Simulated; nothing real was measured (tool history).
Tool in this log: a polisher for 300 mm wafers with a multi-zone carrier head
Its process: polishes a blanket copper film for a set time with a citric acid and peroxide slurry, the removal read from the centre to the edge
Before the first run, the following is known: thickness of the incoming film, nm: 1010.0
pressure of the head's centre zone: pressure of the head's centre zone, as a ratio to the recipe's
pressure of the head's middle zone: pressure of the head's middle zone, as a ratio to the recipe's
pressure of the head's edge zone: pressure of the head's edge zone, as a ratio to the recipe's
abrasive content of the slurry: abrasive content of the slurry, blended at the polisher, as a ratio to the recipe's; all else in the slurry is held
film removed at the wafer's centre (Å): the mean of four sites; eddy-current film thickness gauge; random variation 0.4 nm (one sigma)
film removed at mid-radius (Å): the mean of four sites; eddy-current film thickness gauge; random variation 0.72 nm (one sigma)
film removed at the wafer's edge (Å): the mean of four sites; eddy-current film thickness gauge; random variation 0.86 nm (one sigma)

| run | hour | flow of slurry (ml/min) | pressure of the head's centre zone | pressure of the head's middle zone | pressure of the head's edge zone | abrasive content of the slurry | polishing time (s) | film removed at the wafer's centre (Å) | film removed at mid-radius (Å) | film removed at the wafer's edge (Å) |
|---|---|---|---|---|---|---|---|---|---|---|
| 1 | 0.0 | 145 | 1.00 | 1.00 | 1.00 | 1.00 | 31 | 638.10 | 685.16 | 676.51 |
| 2 | 3.7 | 145 | 1.00 | 1.00 | 1.00 | 1.00 | 34 | 697.90 | 752.65 | 748.68 |
| 3 | 5.2 | 145 | 1.00 | 1.00 | 0.95 | 1.00 | 34 | 700.38 | 750.59 | 715.10 |
| 4 | 13.0 | 130 | 0.97 | 0.99 | 0.97 | 1.00 | 34 | 658.67 | 719.78 | 728.12 |
| 5 | 18.0 | 155 | 0.97 | 0.99 | 0.97 | 1.00 | 34 | 689.45 | 752.97 | 743.63 |
|  | 19.3 | centre zone pressure recalibrated |
| 6 | 19.3 | 155 | 0.97 | 0.99 | 0.97 | 1.15 | 34 | 746.60 | 779.80 | 758.63 |
| 7 | 25.1 | 135 | 0.93 | 0.99 | 0.96 | 1.15 | 34 | 696.87 | 751.89 | 728.63 |

What will run 8 give?
| 8 | 26.6 | 120 | 0.89 | 0.99 | 0.97 | 1.15 | 34 | ? | ? | ? |

Run 8 measured film removed at the wafer's centre (Å) 634.63, film removed at mid-radius (Å) 729.17, film removed at the wafer's edge (Å) 718.78.
